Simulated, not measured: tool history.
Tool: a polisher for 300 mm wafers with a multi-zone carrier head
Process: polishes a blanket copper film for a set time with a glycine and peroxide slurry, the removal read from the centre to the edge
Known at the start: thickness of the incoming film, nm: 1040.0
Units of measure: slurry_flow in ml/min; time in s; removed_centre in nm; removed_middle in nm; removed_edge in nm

{"run": 1, "hour": 0.0, "slurry_flow": 270, "centre_zone": 1.0, "middle_zone": 1.0, "edge_zone": 1.0, "time": 49, "removed_centre": 292.15, "removed_middle": 277.58, "removed_edge": 290.49}
{"run": 2, "hour": 8.1, "slurry_flow": 270, "centre_zone": 1.0, "middle_zone": 1.07, "edge_zone": 1.0, "time": 49, "removed_centre": 285.54, "removed_middle": 297.31, "removed_edge": 287.43}
{"run": 3, "hour": 15.4, "slurry_flow": 270, "centre_zone": 1.0, "middle_zone": 1.07, "edge_zone": 0.94, "time": 49, "removed_centre": 287.84, "removed_middle": 295.14, "removed_edge": 277.15}
{"run": 4, "hour": 20.6, "slurry_flow": 270, "centre_zone": 1.0, "middle_zone": 1.13, "edge_zone": 0.94, "time": 49, "removed_centre": 287.51, "removed_middle": 308.98, "removed_edge": 277.48}
{"run": 5, "hour": 27.9, "slurry_flow": 270, "centre_zone": 1.0, "middle_zone": 1.08, "edge_zone": 0.94, "time": 49, "removed_centre": 289.24, "removed_middle": 296.26, "removed_edge": 279.22}
{"run": 6, "hour": 29.8, "slurry_flow": 270, "centre_zone": 1.0, "middle_zone": 1.08, "edge_zone": 0.94, "time": 53, "removed_centre": 311.62, "removed_middle": 327.51, "removed_edge": 299.75}
{"run": 7, "hour": 32.8, "slurry_flow": 275, "centre_zone": 1.0, "middle_zone": 1.07, "edge_zone": 0.95, "time": 53, "removed_centre": 313.85, "removed_middle": 319.28, "removed_edge": 304.25}
{"run": 8, "hour": 40.3, "slurry_flow": 280, "centre_zone": 1.0, "middle_zone": 1.06, "edge_zone": 0.96, "time": 53, "removed_centre": 314.69, "removed_middle": 316.18, "removed_edge": 307.09}

Forecast run 9:
{"run": 9, "hour": 45.3, "slurry_flow": 285, "centre_zone": 1.0, "middle_zone": 1.06, "edge_zone": 0.97, "time": 53, "removed_centre": "?", "removed_middle": "?", "removed_edge": "?"}

{"run 9": {"removed_centre": 316.18, "removed_middle": 311.87, "removed_edge": 307.33}}
